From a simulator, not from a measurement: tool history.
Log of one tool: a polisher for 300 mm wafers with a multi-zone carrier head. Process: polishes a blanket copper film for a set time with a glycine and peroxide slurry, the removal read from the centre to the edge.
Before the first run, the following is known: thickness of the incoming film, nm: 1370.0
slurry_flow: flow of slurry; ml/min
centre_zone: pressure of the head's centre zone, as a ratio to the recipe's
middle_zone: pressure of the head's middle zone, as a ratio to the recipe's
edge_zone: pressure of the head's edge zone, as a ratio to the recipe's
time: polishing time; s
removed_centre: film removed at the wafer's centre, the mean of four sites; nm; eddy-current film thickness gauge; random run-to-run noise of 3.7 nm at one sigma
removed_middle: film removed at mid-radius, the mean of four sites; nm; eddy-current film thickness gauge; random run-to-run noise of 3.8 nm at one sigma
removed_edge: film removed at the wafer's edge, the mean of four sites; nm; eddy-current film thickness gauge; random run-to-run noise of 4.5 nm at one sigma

{"run": 1, "hour": 0.0, "slurry_flow": 125, "centre_zone": 1, "middle_zone": 1, "edge_zone": 1, "time": 70, "removed_centre": 244.49, "removed_middle": 236.68, "removed_edge": 242.63}
{"run": 2, "hour": 2.9, "slurry_flow": 105, "centre_zone": 1, "middle_zone": 1, "edge_zone": 1, "time": 70, "removed_centre": 238.49, "removed_middle": 230.11, "removed_edge": 239.81}
{"run": 3, "hour": 3.8, "slurry_flow": 105, "centre_zone": 1, "middle_zone": 0.96, "edge_zone": 1, "time": 70, "removed_centre": 237.39, "removed_middle": 225.46, "removed_edge": 237.58}
{"run": 4, "hour": 6.9, "slurry_flow": 115, "centre_zone": 0.97, "middle_zone": 1, "edge_zone": 0.98, "time": 73, "removed_centre": 242.37, "removed_middle": 248.92, "removed_edge": 250.72}
{"run": 5, "hour": 9.6, "slurry_flow": 115, "centre_zone": 0.97, "middle_zone": 1, "edge_zone": 0.98, "time": 57, "removed_centre": 192.12, "removed_middle": 190.48, "removed_edge": 192.42}
{"run": 6, "hour": 17.9, "slurry_flow": 120, "centre_zone": 0.96, "middle_zone": 1.03, "edge_zone": 0.98, "time": 62, "removed_centre": 205.45, "removed_middle": 217.68, "removed_edge": 210.57}

What does the tool deliver on the next run?
{"run": 7, "hour": 18.6, "slurry_flow": 125, "centre_zone": 0.96, "middle_zone": 1.06, "edge_zone": 0.99, "time": 65, "removed_centre": "?", "removed_middle": "?", "removed_edge": "?"}

removed_centre: 216.87 nm
removed_middle: 232.49 nm
removed_edge: 229.84 nm
